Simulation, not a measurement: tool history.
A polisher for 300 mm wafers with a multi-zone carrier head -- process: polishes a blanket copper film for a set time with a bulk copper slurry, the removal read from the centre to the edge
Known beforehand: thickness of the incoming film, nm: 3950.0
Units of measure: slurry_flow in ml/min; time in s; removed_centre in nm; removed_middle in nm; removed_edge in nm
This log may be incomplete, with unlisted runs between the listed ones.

| run | day | slurry_flow | centre_zone | middle_zone | edge_zone | slurry_solids | time | removed_centre | removed_middle | removed_edge |
|---|---|---|---|---|---|---|---|---|---|---|
| 1 | 0 | 225 | 1 | 1 | 1 | 1 | 63 | 670.04 | 687.61 | 661.93 |
| 2 | 0.108 | 225 | 1 | 1 | 1 | 1 | 72 | 766.38 | 791.98 | 768.42 |
| 3 | 0.404 | 225 | 1.07 | 1 | 1 | 1 | 72 | 829.31 | 793.17 | 769.33 |
| 4 | 0.496 | 235 | 1.07 | 1.02 | 1 | 1 | 72 | 827.65 | 808.81 | 766.61 |
| 5 | 0.567 | 240 | 1.07 | 1.04 | 1 | 1.05 | 72 | 827.38 | 835.63 | 762.14 |
| 6 | 0.725 | 220 | 1.07 | 1.04 | 1 | 1.05 | 72 | 837.41 | 827.5 | 759.8 |

Run 7 comes next. What will it give?
| 7 | 0.838 | 225 | 1.07 | 1.06 | 1.01 | 1.1 | 72 | ? | ? | ? |

{"run 7": {"removed_centre": 834.81, "removed_middle": 852.08, "removed_edge": 786.36}}
